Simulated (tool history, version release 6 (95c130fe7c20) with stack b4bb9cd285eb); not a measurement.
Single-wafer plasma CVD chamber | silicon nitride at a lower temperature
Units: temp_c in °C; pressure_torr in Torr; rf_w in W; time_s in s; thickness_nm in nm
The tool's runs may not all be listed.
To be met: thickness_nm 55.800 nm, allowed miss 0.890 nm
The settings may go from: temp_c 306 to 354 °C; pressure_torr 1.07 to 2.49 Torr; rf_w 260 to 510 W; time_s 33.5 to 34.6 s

run,day,temp_c,pressure_torr,rf_w,time_s,thickness_nm
1,0.000,330,1.78,385,33.5,50.999
2,0.296,330,1.88,390,33.5,52.101
3,0.362,320,1.88,390,33.5,52.056
4,0.567,326,1.88,390,33.5,51.762
5,0.783,326,1.97,395,33.5,52.685
6,1.050,337,1.97,395,33.5,52.707
7,1.204,337,2.04,400,33.5,52.985
8,1.392,337,2.09,405,33.5,53.535
9,1.592,337,2.12,410,33.5,53.822
10,1.850,337,2.14,415,33.5,54.712
11,1.996,337,2.16,415,33.5,54.791

4 next moves are on the table. One of them brings every result within its allowed miss. Which?
A,2.142,337,2.04,400,33.7,?
B,2.142,334,2.49,390,33.9,?
C,2.142,342,2.22,385,33.7,?
D,2.142,336,2.19,380,33.5,?

move,thickness_nm
A,53.338
B,55.449
C,53.391
D,52.748
A: further off than the last run
B: meets every target
C: further off than the last run
D: further off than the last run
Move B is the one to make.
